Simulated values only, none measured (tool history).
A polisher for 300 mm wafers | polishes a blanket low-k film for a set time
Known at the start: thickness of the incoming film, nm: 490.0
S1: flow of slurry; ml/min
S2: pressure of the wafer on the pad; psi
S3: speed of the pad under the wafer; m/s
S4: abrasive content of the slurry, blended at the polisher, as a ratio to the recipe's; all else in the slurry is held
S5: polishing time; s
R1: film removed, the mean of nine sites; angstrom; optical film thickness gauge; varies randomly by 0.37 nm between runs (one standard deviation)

run    day   S1   S2    S3   S4  S5      R1
  1  0.000  285  1.9  1.00  1.0  37  165.57
  2  0.196  285  2.3  1.00  1.0  37  197.99
  3  0.562  285  2.4  1.00  1.0  37  210.20
  4  0.692  285  2.6  1.02  1.0  37  226.94
  5  0.929  285  2.1  1.02  1.0  37  184.84
  6  1.012  285  2.1  1.02  0.8  37  167.12
  7  1.379  285  2.7  1.06  0.8  37  218.13

Predict the results of run 8:
  8  1.492  285  2.9  1.10  0.8  37   ?

Run 8 produced R1 237.17 angstrom.

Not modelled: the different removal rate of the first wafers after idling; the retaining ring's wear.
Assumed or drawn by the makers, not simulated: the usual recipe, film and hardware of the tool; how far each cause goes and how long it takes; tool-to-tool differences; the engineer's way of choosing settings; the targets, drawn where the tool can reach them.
